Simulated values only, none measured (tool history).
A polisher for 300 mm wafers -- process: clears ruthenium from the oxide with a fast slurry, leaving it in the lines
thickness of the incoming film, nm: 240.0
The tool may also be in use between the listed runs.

run  hour  flow of slurry (ml/min)  pressure of the wafer on the pad (kPa)  speed of the pad under the wafer (cm/s)  abrasive content of the slurry  overpolish time after the end point (s)  time until the end point was called (s)  dishing of a wide line in a test structure (Å)
  1     0                      270                                    17.2                                       80                               1                                       28                                   74.132                                          699.08
  2   7.6                      270                                    16.5                                       80                               1                                       27                                   76.647                                          662.71
  3   9.2                      270                                    16.5                                       80                               1                                       20                                   75.035                                           530.6
  4  10.3                      270                                    16.5                                       80                               1                                       11                                    76.42                                          314.52
  5  18.6                      270                                    16.5                                       88                               1                                       11                                   69.872                                          338.68
  6  21.4                      275                                    15.9                                       84                            1.05                                       15                                    72.72                                          438.33
  7  22.9                      285                                    13.8                                       86                             1.1                                       16                                    77.25                                           442.4
  8  29.8                      280                                    12.4                                       86                            1.15                                       18                                   81.911                                          465.89
  9  37.8                      280                                    11.7                                       86                             1.2                                       19                                   82.904                                          469.72

Run 10 has not been measured yet. What should we expect?
 10  43.7                      275                                    11.7                                       86                            1.15                                       30                                        ?                                               ?

{"run 10": {"time until the end point was called (s)": 83.559, "dishing of a wide line in a test structure (Å)": 676.29}}

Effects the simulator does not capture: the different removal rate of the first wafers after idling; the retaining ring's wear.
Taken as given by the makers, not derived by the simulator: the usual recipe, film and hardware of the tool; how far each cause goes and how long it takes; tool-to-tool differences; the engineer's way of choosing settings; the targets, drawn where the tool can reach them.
